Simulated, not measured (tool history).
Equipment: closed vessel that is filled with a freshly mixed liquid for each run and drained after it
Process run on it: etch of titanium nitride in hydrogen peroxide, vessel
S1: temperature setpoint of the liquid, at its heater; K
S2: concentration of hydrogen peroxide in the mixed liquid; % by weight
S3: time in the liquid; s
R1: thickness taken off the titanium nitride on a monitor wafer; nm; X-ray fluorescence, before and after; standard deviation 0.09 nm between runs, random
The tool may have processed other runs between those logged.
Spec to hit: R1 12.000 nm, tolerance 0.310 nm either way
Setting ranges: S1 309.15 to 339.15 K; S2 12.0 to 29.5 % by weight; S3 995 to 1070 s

run,hour,S1,S2,S3,R1
1,0.0,325.15,20.0,995,34.354
2,6.0,321.15,20.0,995,25.421
3,10.4,321.15,17.5,995,24.788
4,12.1,321.15,17.5,1070,27.136
5,21.1,318.65,17.5,1070,22.311
6,30.0,321.15,17.5,1070,27.115
7,36.6,319.15,17.5,1070,22.885
8,43.9,317.65,17.5,1070,20.638
9,48.7,316.15,17.5,1070,18.524
10,54.1,315.15,17.5,1070,17.198
11,57.6,309.15,17.5,1070,10.748

Below are 4 possible settings for the next run. Only one of them brings all results inside the allowed miss of their targets. Which is it?
A,61.1,309.15,19.0,1030,?
B,61.1,311.65,18.5,1010,?
C,61.1,310.15,17.5,1035,?
D,61.1,310.65,17.0,1070,?

move,R1
A,10.486
B,12.435
C,11.202
D,11.969
A: its largest miss is bigger than the last run's
B: takes the result that was furthest off past its target
C: gains on the last run, yet a result remains outside its allowed miss
D: each result inside its tolerance
The move that meets every target is D.
